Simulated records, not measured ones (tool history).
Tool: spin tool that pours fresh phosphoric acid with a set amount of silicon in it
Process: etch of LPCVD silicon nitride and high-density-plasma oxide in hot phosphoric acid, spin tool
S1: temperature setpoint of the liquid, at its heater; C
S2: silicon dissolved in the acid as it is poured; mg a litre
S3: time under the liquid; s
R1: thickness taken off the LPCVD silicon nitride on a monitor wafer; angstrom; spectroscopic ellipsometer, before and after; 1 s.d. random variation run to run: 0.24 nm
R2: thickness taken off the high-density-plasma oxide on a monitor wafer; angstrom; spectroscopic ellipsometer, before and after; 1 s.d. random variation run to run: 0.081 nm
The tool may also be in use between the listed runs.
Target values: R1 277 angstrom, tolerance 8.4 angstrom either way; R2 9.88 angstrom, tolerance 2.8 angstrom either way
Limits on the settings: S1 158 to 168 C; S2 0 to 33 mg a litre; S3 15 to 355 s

run    day     S1    S2   S3      R1      R2
  1      0    163  14.5  180  145.07  5.1568
  2  0.158    164  15.5  205  170.63  5.6217
  3  0.225    164  15.5  180  150.75  4.1531
  4  0.333  164.5    14  205  176.71  6.0609
  5  0.525  164.5    14  265   226.9  6.6028
  6  0.671    165    12  270  231.76  8.0206
  7  0.817  165.5    12  275  242.99  8.8438
  8  1.158    166  12.5  280  254.31   9.462
  9  1.433  166.5  13.5  280  250.68  8.9753
 10    1.6  166.5  13.5  285   260.6  8.7703
 11  1.746  166.5    13  290  263.99   8.199

Next run, 4 choices. One meets every target within its allowed miss, the rest don't. Which?
  A  1.892  167.5    14  295   ?   ?
  B  1.892  167.5    15  275   ?   ?
  C  1.892  167.5  13.5  275   ?   ?
  D  1.892  165.5    18  335   ?   ?

move      R1      R2
   A  273.73  9.0302
   B  255.17  8.2126
   C  255.17  8.5206
   D  291.22  8.0143
A: all results land within tolerance of their targets
B: further off than the last run
C: further off than the last run
D: the result that was furthest off in the last run now lies on the other side of its target
So the answer is move A, the one that meets all the targets.
